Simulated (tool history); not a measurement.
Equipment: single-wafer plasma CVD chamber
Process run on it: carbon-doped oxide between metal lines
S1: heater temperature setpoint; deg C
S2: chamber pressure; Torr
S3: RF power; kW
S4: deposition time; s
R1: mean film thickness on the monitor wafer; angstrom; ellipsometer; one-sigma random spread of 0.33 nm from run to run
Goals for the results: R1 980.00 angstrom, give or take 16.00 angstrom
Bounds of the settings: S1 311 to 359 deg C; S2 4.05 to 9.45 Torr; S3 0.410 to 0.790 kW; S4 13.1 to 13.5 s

run  hour   S1    S2     S3    S4      R1
  1   0.0  335  6.75  0.600  13.1  893.69
  2   7.8  335  5.67  0.600  13.1  881.19
  3  14.6  332  5.87  0.610  13.1  909.85
  4  23.3  332  5.87  0.610  13.1  905.04
  5  23.9  332  5.87  0.525  13.1  823.86
  6  29.1  329  6.03  0.545  13.1  852.58
  7  33.3  329  6.03  0.545  13.1  853.05
  8  40.7  326  6.16  0.560  13.1  885.78
  9  44.4  323  6.29  0.565  13.1  898.97
 10  51.0  321  6.40  0.575  13.1  920.58
 11  52.3  319  6.48  0.580  13.1  936.29
 12  57.1  318  6.54  0.585  13.1  941.99
 13  57.8  317  6.59  0.590  13.1  951.41
 14  65.1  316  6.63  0.590  13.1  959.18

Exactly one of the 5 candidate moves below puts every result within its allowed miss. Which one?
  A  72.4  311  7.44  0.585  13.5   ?
  B  72.4  316  6.35  0.560  13.1   ?
  C  72.4  325  6.61  0.590  13.4   ?
  D  72.4  312  5.86  0.605  13.1   ?
  E  72.4  321  6.40  0.585  13.1   ?

move       R1
   A  1013.30
   B   926.32
   C   941.98
   D   984.84
   E   930.57
A: takes the biggest miss from the last run beyond its target
B: misses by more than the last run did
C: misses by more than the last run did
D: each result inside its tolerance
E: misses by more than the last run did
The move that meets every target is D.
